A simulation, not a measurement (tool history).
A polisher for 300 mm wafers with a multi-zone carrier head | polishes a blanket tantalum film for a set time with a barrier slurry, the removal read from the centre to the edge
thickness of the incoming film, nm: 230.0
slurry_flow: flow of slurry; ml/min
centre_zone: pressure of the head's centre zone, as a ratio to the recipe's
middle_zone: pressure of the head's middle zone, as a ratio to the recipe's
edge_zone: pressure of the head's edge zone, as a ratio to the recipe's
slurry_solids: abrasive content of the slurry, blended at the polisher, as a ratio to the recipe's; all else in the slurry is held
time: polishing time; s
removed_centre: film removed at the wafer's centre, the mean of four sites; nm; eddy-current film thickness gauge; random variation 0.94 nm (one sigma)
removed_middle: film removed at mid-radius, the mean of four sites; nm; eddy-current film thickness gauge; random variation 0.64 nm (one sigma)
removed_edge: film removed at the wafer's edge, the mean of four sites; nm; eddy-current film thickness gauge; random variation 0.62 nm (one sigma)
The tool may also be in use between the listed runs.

{"run": 1, "hour": 0.0, "slurry_flow": 260, "centre_zone": 1, "middle_zone": 1, "edge_zone": 1, "slurry_solids": 1, "time": 41, "removed_centre": 56.43, "removed_middle": 56.065, "removed_edge": 55.254}
{"run": 2, "hour": 5.5, "slurry_flow": 260, "centre_zone": 1.03, "middle_zone": 1, "edge_zone": 1, "slurry_solids": 1, "time": 41, "removed_centre": 58.32, "removed_middle": 56.422, "removed_edge": 56.17}
{"run": 3, "hour": 6.7, "slurry_flow": 260, "centre_zone": 1.03, "middle_zone": 1, "edge_zone": 1, "slurry_solids": 1, "time": 38, "removed_centre": 54.36, "removed_middle": 52.513, "removed_edge": 51.335}
{"run": 4, "hour": 9.9, "slurry_flow": 265, "centre_zone": 1.07, "middle_zone": 0.99, "edge_zone": 1.05, "slurry_solids": 1.15, "time": 40, "removed_centre": 60.775, "removed_middle": 56.247, "removed_edge": 57.403}
{"run": 5, "hour": 17.8, "slurry_flow": 270, "centre_zone": 1.1, "middle_zone": 0.98, "edge_zone": 1.08, "slurry_solids": 1.25, "time": 42, "removed_centre": 64.333, "removed_middle": 61.147, "removed_edge": 61.403}
{"run": 6, "hour": 25.4, "slurry_flow": 275, "centre_zone": 1.13, "middle_zone": 0.93, "edge_zone": 1.08, "slurry_solids": 1.3, "time": 44, "removed_centre": 71.694, "removed_middle": 62.57, "removed_edge": 65.414}
{"run": 7, "hour": 34.1, "slurry_flow": 310, "centre_zone": 1.17, "middle_zone": 0.92, "edge_zone": 1.18, "slurry_solids": 1.5, "time": 45, "removed_centre": 75.527, "removed_middle": 63.063, "removed_edge": 72.612}
{"run": 8, "hour": 38.1, "slurry_flow": 310, "centre_zone": 1.18, "middle_zone": 0.92, "edge_zone": 1.17, "slurry_solids": 1.5, "time": 46, "removed_centre": 78.694, "removed_middle": 66.62, "removed_edge": 74.188}

Forecast run 9:
{"run": 9, "hour": 39.1, "slurry_flow": 310, "centre_zone": 1.18, "middle_zone": 0.91, "edge_zone": 1.16, "slurry_solids": 1.5, "time": 46, "removed_centre": "?", "removed_middle": "?", "removed_edge": "?"}

{"run 9": {"removed_centre": 80.615, "removed_middle": 66.171, "removed_edge": 73.78}}
